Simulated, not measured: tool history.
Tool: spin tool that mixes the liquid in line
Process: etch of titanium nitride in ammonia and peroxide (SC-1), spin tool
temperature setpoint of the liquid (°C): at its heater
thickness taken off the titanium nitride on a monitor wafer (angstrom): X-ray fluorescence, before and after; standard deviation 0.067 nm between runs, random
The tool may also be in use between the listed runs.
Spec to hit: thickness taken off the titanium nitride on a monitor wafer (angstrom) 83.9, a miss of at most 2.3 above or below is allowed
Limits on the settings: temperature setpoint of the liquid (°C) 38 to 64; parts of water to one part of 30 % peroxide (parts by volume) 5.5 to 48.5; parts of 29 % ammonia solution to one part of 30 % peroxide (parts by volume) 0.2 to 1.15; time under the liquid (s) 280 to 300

run,hour,temperature setpoint of the liquid (°C),parts of water to one part of 30 % peroxide (parts by volume),parts of 29 % ammonia solution to one part of 30 % peroxide (parts by volume),time under the liquid (s),thickness taken off the titanium nitride on a monitor wafer (angstrom)
1,0,48,27,0.65,280,64.248
2,6.8,48,27,0.65,300,69.204
3,15.5,49,27,0.65,300,74.627
4,16.3,49,27,0.65,280,68.799
5,25,50,27,0.65,280,74.113
6,28.5,50,27,0.55,280,71.626
7,34.9,50.5,27,0.55,280,73.612
8,39.4,51,27,0.55,280,76.048
9,45.6,51.5,27,0.55,280,80.901

Below are 5 possible settings for the next run. Only one of them brings all results inside the allowed miss of their targets. Which is it?
A,51.8,50,26.5,0.55,300,?
B,51.8,55.5,38,0.5,280,?
C,51.8,52.5,26,0.3,280,?
D,51.8,49,21,0.65,280,?
E,51.8,52,29.5,0.6,280,?

move,thickness taken off the titanium nitride on a monitor wafer (angstrom)
A,78.38
B,85.169
C,78.266
D,80.222
E,80.362
A: further off than the last run
B: in spec on every target
C: further off than the last run
D: further off than the last run
E: further off than the last run
B is the move that brings every result within its allowed miss.
